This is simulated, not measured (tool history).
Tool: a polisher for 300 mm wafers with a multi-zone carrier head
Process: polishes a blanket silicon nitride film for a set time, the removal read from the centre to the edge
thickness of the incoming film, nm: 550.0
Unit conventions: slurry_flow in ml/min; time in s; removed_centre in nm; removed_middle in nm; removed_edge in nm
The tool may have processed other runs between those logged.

run 1 hour=0.0 | slurry_flow=195 centre_zone=1.00 middle_zone=1.00 edge_zone=1.00 time=48 | removed_centre=77.536 removed_middle=69.628 removed_edge=72.787
run 2 hour=9.0 | slurry_flow=205 centre_zone=1.01 middle_zone=1.01 edge_zone=1.00 time=48 | removed_centre=78.546 removed_middle=70.543 removed_edge=72.478
run 3 hour=13.0 | slurry_flow=230 centre_zone=1.01 middle_zone=1.01 edge_zone=1.00 time=48 | removed_centre=80.434 removed_middle=72.414 removed_edge=74.718
run 4 hour=18.0 | slurry_flow=230 centre_zone=1.01 middle_zone=1.01 edge_zone=1.00 time=52 | removed_centre=86.840 removed_middle=79.511 removed_edge=80.163
run 5 hour=19.3 | slurry_flow=230 centre_zone=1.02 middle_zone=1.01 edge_zone=0.99 time=52 | removed_centre=88.437 removed_middle=77.343 removed_edge=79.487
run 6 hour=24.1 | slurry_flow=230 centre_zone=1.02 middle_zone=1.01 edge_zone=0.98 time=52 | removed_centre=86.651 removed_middle=77.992 removed_edge=79.096
run 7 hour=33.0 | slurry_flow=230 centre_zone=1.03 middle_zone=1.01 edge_zone=0.97 time=52 | removed_centre=90.292 removed_middle=78.843 removed_edge=79.094

Expected results for the next run?
-- hour=39.6 centre zone pressure recalibrated
run 8 hour=39.6 | slurry_flow=225 centre_zone=1.03 middle_zone=1.01 edge_zone=0.97 time=52 | removed_centre=? removed_middle=? removed_edge=?

removed_centre: 81.000 nm
removed_middle: 77.780 nm
removed_edge: 79.415 nm
